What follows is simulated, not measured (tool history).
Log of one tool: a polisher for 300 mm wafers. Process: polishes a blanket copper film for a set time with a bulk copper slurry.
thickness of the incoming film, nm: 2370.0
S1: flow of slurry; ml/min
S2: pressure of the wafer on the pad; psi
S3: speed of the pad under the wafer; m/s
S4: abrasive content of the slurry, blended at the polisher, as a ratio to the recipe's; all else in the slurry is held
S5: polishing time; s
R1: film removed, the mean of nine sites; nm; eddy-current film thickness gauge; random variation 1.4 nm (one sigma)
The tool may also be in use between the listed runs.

run 1 day=0 | S1=165 S2=1.8 S3=1.04 S4=1 S5=35 | R1=179.15
run 2 day=0.229 | S1=165 S2=1.8 S3=1.04 S4=1.2 S5=35 | R1=184.98
run 3 day=0.396 | S1=165 S2=1.8 S3=1.04 S4=1.3 S5=35 | R1=189.34
run 4 day=0.496 | S1=165 S2=1.8 S3=1.04 S4=1.3 S5=35 | R1=191.2
run 5 day=0.717 | S1=165 S2=1.8 S3=1.04 S4=1.1 S5=35 | R1=182.07
run 6 day=0.792 | S1=160 S2=1.7 S3=1.04 S4=1.1 S5=35 | R1=173.34

Run 7 comes next. What will it give?
run 7 day=1.025 | S1=160 S2=1.6 S3=1.04 S4=1.1 S5=35 | R1=?

R1: 161.71 nm

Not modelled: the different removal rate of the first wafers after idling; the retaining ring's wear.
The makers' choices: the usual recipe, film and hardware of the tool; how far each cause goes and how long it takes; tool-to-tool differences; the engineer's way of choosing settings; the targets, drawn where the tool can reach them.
